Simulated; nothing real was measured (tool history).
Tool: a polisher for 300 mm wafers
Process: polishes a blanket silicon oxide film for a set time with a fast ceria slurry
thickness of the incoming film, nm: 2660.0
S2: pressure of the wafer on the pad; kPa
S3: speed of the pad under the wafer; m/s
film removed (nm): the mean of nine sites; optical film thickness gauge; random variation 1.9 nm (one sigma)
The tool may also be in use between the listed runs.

{"run": 1, "day": 0.0, "flow of slurry (ml/min)": 125, "S2": 13.1, "S3": 0.92, "polishing time (s)": 31, "film removed (nm)": 283}
{"run": 2, "day": 0.296, "flow of slurry (ml/min)": 125, "S2": 13.1, "S3": 0.92, "polishing time (s)": 28, "film removed (nm)": 253.42}
{"run": 3, "day": 0.575, "flow of slurry (ml/min)": 120, "S2": 11.7, "S3": 0.92, "polishing time (s)": 28, "film removed (nm)": 230.1}
{"run": 4, "day": 0.708, "flow of slurry (ml/min)": 115, "S2": 11, "S3": 0.92, "polishing time (s)": 28, "film removed (nm)": 213.59}
{"run": 5, "day": 0.904, "flow of slurry (ml/min)": 110, "S2": 10.3, "S3": 0.92, "polishing time (s)": 28, "film removed (nm)": 201.7}
{"run": 6, "day": 1.142, "flow of slurry (ml/min)": 110, "S2": 10.3, "S3": 0.92, "polishing time (s)": 28, "film removed (nm)": 199.78}
{"run": 7, "day": 1.312, "flow of slurry (ml/min)": 105, "S2": 9.7, "S3": 0.92, "polishing time (s)": 28, "film removed (nm)": 187.33}
{"run": 8, "day": 1.362, "flow of slurry (ml/min)": 100, "S2": 9.7, "S3": 0.92, "polishing time (s)": 28, "film removed (nm)": 181.43}
{"day": 1.404, "done": "slurry nozzle cleaned"}
{"run": 9, "day": 1.404, "flow of slurry (ml/min)": 100, "S2": 9.7, "S3": 0.92, "polishing time (s)": 28, "film removed (nm)": 198.77}

Forecast run 10:
{"run": 10, "day": 1.471, "flow of slurry (ml/min)": 110, "S2": 9.7, "S3": 0.92, "polishing time (s)": 28, "film removed (nm)": "?"}

{"run 10": {"film removed (nm)": 206.33}}
